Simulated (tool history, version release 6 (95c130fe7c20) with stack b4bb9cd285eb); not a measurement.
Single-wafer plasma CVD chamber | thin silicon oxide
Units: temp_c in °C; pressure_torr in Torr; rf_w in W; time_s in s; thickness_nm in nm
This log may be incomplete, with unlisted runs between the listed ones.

run	hour	temp_c	pressure_torr	rf_w	time_s	thickness_nm
1	0.0	380	0.595	230	12.07	14.125
2	5.7	380	0.595	245	12.07	14.693
3	11.1	380	0.595	245	12.45	15.195
4	16.1	380	0.595	245	12.07	14.733
5	19.3	380	0.539	240	12.07	13.122
6	21.4	380	0.496	235	12.07	12.021
7	25.2	380	0.463	235	12.07	11.211

For run 8, what comes out?
8	28.4	380	0.439	235	12.07	?

thickness_nm: 10.659 nm
